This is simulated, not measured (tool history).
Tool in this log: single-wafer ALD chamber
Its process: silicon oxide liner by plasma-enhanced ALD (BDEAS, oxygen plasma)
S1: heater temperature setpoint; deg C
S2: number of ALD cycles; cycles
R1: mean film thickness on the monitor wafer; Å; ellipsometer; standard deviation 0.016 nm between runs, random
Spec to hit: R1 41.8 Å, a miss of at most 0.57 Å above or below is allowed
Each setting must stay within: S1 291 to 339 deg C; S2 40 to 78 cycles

run  hour   S1  S2      R1
  1     0  315  59  52.495
  2   4.7  309  59  53.155
  3   6.3  309  62  55.376
  4  14.2  303  62  55.795
  5  20.8  303  60  54.694
  6  28.5  303  54  48.944
  7  34.3  304  53  48.164
  8  40.2  308  44  39.729
  9  41.3  307  44  39.685
 10  44.6  306  44  39.738

Exercise: of the 4 proposed moves below, exactly one satisfies all targets within the stated allowed misses. Which move is it?
  A  47.9  292  41   ?
  B  47.9  307  41   ?
  C  47.9  301  41   ?
  D  47.9  302  46   ?

move      R1
   A  38.598
   B  37.108
   C  37.426
   D   41.93
A: the biggest miss grows against the last run
B: the biggest miss grows against the last run
C: the biggest miss grows against the last run
D: in spec on every target
So the answer is move D, the one that meets all the targets.
